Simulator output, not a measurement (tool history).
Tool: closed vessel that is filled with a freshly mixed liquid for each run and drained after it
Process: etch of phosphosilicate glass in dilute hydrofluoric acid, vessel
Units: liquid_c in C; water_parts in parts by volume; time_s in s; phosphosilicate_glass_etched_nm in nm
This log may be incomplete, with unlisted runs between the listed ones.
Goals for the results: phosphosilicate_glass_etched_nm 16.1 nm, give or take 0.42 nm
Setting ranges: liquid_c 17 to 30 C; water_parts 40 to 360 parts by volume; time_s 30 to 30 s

run  hour  liquid_c  water_parts  time_s  phosphosilicate_glass_etched_nm
  1     0        22          200      30                           19.062
  2   4.8      21.5          200      30                           18.618
  3   5.9        21          200      30                           18.219
  4   9.5        21          200      30                           18.794
  5  10.3        21          260      30                           13.385
  6  11.4        21          260      30                           13.511
  7  19.6        22          260      30                           13.998
  8  24.4      22.5          260      30                           14.324
  9    27        23          260      30                           14.541

Exactly one of the 4 candidate moves below puts every result within its allowed miss. Which one?
  A  29.6      21.5          255      30                                ?
  B  29.6      23.5          240      30                                ?
  C  29.6        22          275      30                                ?
  D  29.6      22.5          275      30                                ?

move  phosphosilicate_glass_etched_nm
   A                           13.896
   B                           16.139
   C                           12.891
   D                           13.131
A: its largest miss is bigger than the last run's
B: all results land within tolerance of their targets
C: its largest miss is bigger than the last run's
D: its largest miss is bigger than the last run's
Go with B: it meets all targets.
